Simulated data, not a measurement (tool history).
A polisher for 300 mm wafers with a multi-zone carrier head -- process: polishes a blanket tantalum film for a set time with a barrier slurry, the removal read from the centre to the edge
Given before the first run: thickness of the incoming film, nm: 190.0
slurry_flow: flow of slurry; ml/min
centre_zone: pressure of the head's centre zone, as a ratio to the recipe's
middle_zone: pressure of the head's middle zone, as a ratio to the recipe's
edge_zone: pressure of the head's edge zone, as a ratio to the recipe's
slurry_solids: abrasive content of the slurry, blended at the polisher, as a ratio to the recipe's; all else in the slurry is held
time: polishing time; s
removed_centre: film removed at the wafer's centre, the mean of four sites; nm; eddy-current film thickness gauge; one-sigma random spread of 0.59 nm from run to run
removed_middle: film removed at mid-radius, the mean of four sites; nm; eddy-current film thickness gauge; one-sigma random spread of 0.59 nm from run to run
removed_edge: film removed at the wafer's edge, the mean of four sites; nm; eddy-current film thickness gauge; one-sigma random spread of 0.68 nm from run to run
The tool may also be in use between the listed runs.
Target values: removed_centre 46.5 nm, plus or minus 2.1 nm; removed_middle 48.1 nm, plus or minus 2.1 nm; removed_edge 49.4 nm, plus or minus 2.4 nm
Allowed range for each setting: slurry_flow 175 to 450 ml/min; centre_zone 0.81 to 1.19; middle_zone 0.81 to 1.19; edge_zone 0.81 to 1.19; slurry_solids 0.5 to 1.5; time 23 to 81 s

run 1 day=0 | slurry_flow=290 centre_zone=1 middle_zone=1 edge_zone=1 slurry_solids=1 time=52 | removed_centre=65.414 removed_middle=68.174 removed_edge=67.069
run 2 day=0.188 | slurry_flow=290 centre_zone=1 middle_zone=1 edge_zone=1 slurry_solids=0.8 time=52 | removed_centre=63.383 removed_middle=65.775 removed_edge=65.995
run 3 day=0.408 | slurry_flow=290 centre_zone=0.99 middle_zone=0.99 edge_zone=0.98 slurry_solids=0.75 time=50 | removed_centre=60.835 removed_middle=61.828 removed_edge=62.24
run 4 day=0.521 | slurry_flow=290 centre_zone=0.99 middle_zone=0.94 edge_zone=0.98 slurry_solids=0.75 time=50 | removed_centre=58.527 removed_middle=61.023 removed_edge=61.073
run 5 day=0.825 | slurry_flow=290 centre_zone=0.99 middle_zone=0.87 edge_zone=0.98 slurry_solids=0.75 time=50 | removed_centre=59.6 removed_middle=56.658 removed_edge=64.758
run 6 day=0.896 | slurry_flow=290 centre_zone=0.99 middle_zone=0.87 edge_zone=0.98 slurry_solids=0.55 time=50 | removed_centre=56.33 removed_middle=53.252 removed_edge=59.34
run 7 day=0.946 | slurry_flow=290 centre_zone=0.98 middle_zone=0.88 edge_zone=0.97 slurry_solids=0.55 time=49 | removed_centre=55.24 removed_middle=51.056 removed_edge=58.656
run 8 day=1.092 | slurry_flow=290 centre_zone=0.97 middle_zone=0.91 edge_zone=0.96 slurry_solids=0.55 time=48 | removed_centre=53.945 removed_middle=52.935 removed_edge=56.699
run 9 day=1.2 | slurry_flow=290 centre_zone=0.96 middle_zone=0.91 edge_zone=0.95 slurry_solids=0.55 time=47 | removed_centre=50.403 removed_middle=51.21 removed_edge=54.655
run 10 day=1.254 | slurry_flow=290 centre_zone=0.96 middle_zone=0.91 edge_zone=0.94 slurry_solids=0.55 time=47 | removed_centre=50.903 removed_middle=49.668 removed_edge=54.449
run 11 day=1.521 | slurry_flow=290 centre_zone=0.91 middle_zone=0.98 edge_zone=0.85 slurry_solids=0.5 time=44 | removed_centre=44.769 removed_middle=50.333 removed_edge=48.673

Exercise: of the 5 proposed moves below, exactly one satisfies all targets within the stated allowed misses. Which move is it?
run A day=1.788 | slurry_flow=240 centre_zone=0.83 middle_zone=0.93 edge_zone=0.87 slurry_solids=0.6 time=46 | removed_centre=? removed_middle=? removed_edge=?
run B day=1.788 | slurry_flow=255 centre_zone=0.95 middle_zone=0.93 edge_zone=0.88 slurry_solids=0.55 time=44 | removed_centre=? removed_middle=? removed_edge=?
run C day=1.788 | slurry_flow=370 centre_zone=0.9 middle_zone=1.03 edge_zone=0.91 slurry_solids=0.5 time=39 | removed_centre=? removed_middle=? removed_edge=?
run D day=1.788 | slurry_flow=310 centre_zone=0.91 middle_zone=1.02 edge_zone=0.83 slurry_solids=0.5 time=40 | removed_centre=? removed_middle=? removed_edge=?
run E day=1.788 | slurry_flow=275 centre_zone=0.86 middle_zone=0.92 edge_zone=0.88 slurry_solids=0.5 time=45 | removed_centre=? removed_middle=? removed_edge=?

move=A removed_centre=42.657 removed_middle=50.724 removed_edge=51.012
move=B removed_centre=46.353 removed_middle=48.026 removed_edge=48.455
move=C removed_centre=39.865 removed_middle=47.309 removed_edge=43.927
move=D removed_centre=40.605 removed_middle=47.349 removed_edge=42.891
move=E removed_centre=42.499 removed_middle=48.221 removed_edge=48.965
A: lands further from the targets than the last run did
B: every result lands within tolerance
C: the worst result of the last run now meets its target, but another is out of spec
D: the worst result of the last run now meets its target, but another is out of spec
E: the worst result of the last run now meets its target, but another is out of spec
So the answer is move B, the one that meets all the targets.
